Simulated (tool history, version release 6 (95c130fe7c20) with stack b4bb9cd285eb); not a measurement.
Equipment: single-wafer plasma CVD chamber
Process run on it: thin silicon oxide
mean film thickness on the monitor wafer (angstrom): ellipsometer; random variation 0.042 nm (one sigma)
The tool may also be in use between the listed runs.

run	hour	heater temperature setpoint (K)	chamber pressure (Torr)	RF power (W)	deposition time (s)	mean film thickness on the monitor wafer (angstrom)
1	0	683.15	0.558	305	8.4	104.93
2	1.7	683.15	0.558	305	8	100.31
3	8.3	683.15	0.599	305	8	107.85
4	15.6	683.15	0.633	305	8	113.17
5	22.1	692.15	0.633	305	8	112.25
6	23.2	692.15	0.662	305	8	117.5
7	30.4	692.15	0.684	305	8	121.45
# hour 34.2: thermocouple changed; heater temperature recalibrated
8	34.2	692.15	0.701	305	8	124.41

Run 9 has not been measured yet. What should we expect?
9	35.1	692.15	0.714	305	8	?

mean film thickness on the monitor wafer (angstrom): 127.26
